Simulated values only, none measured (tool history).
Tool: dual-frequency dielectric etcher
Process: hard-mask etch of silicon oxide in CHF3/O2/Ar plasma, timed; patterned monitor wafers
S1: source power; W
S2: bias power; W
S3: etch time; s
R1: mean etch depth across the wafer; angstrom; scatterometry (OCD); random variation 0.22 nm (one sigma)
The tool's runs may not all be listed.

run  hour   S1   S2    S3      R1
  1     0  810  132    16  293.89
  2   6.6  810  132  14.5  267.88
  3   9.2  810  132    16  295.34
  4  16.8  890  132    16  309.23
  5  21.3  890  112    16  299.73
  6  28.9  890  127    16  309.01
  7    36  910  128    16  313.81
  8    38  920  128    16  318.85
  9  44.3  930  128    16  317.14
 10  48.7  940  128    16     319
 11    53  950  128    16  320.02

Run 12 comes next. What will it give?
 12  57.9  960  128  16   ?

{"run 12": {"R1": 319.57}}

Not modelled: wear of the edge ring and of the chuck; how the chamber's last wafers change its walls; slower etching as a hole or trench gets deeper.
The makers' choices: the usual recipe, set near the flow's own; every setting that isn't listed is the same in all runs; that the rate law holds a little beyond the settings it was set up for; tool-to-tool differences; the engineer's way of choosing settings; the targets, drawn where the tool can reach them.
